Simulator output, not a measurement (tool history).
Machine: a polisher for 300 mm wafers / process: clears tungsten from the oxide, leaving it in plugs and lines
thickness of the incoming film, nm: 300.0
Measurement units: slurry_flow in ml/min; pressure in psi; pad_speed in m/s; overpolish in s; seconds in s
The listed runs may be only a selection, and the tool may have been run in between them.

Run 1, hour 0: slurry_flow 180 ml/min, pressure 2.6 psi, pad_speed 1.42 m/s, slurry_solids 1, overpolish 8 s. Result: seconds 82.149 s.
Run 2, hour 7.8: slurry_flow 155 ml/min, pressure 2.6 psi, pad_speed 1.42 m/s, slurry_solids 1, overpolish 8 s. Result: seconds 83.761 s.
Run 3, hour 9.3: slurry_flow 155 ml/min, pressure 2.9 psi, pad_speed 1.48 m/s, slurry_solids 1, overpolish 8 s. Result: seconds 71.847 s.
Run 4, hour 11.8: slurry_flow 155 ml/min, pressure 2.9 psi, pad_speed 1.28 m/s, slurry_solids 1, overpolish 8 s. Result: seconds 80.689 s.
Run 5, hour 15.7: slurry_flow 155 ml/min, pressure 3.2 psi, pad_speed 1.36 m/s, slurry_solids 1, overpolish 8 s. Result: seconds 69.948 s.
Run 6, hour 18.9: slurry_flow 155 ml/min, pressure 2.8 psi, pad_speed 1.36 m/s, slurry_solids 1, overpolish 8 s. Result: seconds 78.966 s.
Run 7, hour 24.6: slurry_flow 165 ml/min, pressure 3.5 psi, pad_speed 1.76 m/s, slurry_solids 1.05, overpolish 8 s. Result: seconds 52.735 s.
Run 8, hour 30.7: slurry_flow 165 ml/min, pressure 3.6 psi, pad_speed 1.8 m/s, slurry_solids 1.05, overpolish 8 s. Result: seconds 49.775 s.
Run 9, hour 32.4: slurry_flow 165 ml/min, pressure 3.7 psi, pad_speed 1.82 m/s, slurry_solids 1.05, overpolish 8 s. Result: seconds 47.977 s.

The next listed run, before its measurement:
Run 10, hour 38.9: slurry_flow 165 ml/min, pressure 3.8 psi, pad_speed 1.84 m/s, slurry_solids 1.05, overpolish 8 s. Result: seconds ?.

seconds: 46.076 s
